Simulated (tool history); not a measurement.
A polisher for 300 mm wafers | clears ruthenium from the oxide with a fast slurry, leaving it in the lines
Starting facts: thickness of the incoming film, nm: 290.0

run	hour	flow of slurry (ml/min)	pressure of the wafer on the pad (psi)	speed of the pad under the wafer (m/s)	abrasive content of the slurry	overpolish time after the end point (s)	time until the end point was called (s)	dishing of a wide line in a test structure (angstrom)
1	0.0	260	2.1	0.76	1.00	13	141.98	209.72
2	3.2	260	2.1	0.76	0.90	13	150.31	200.73
3	5.0	260	2.2	0.76	0.90	15	140.29	248.89
4	8.4	260	2.2	0.76	0.90	16	144.64	256.67
5	9.1	260	2.2	0.76	0.90	11	142.83	179.95
6	10.7	260	2.2	0.76	1.10	11	132.46	197.79
7	12.7	260	2.2	0.76	1.15	14	132.66	256.07
8	19.5	260	2.2	0.76	1.20	19	127.08	335.34

Run 9 is up next; what results do you expect?
9	28.2	260	2.2	0.76	1.20	20	?	?

{"run 9": {"time until the end point was called (s)": 130.35, "dishing of a wide line in a test structure (angstrom)": 347.11}}

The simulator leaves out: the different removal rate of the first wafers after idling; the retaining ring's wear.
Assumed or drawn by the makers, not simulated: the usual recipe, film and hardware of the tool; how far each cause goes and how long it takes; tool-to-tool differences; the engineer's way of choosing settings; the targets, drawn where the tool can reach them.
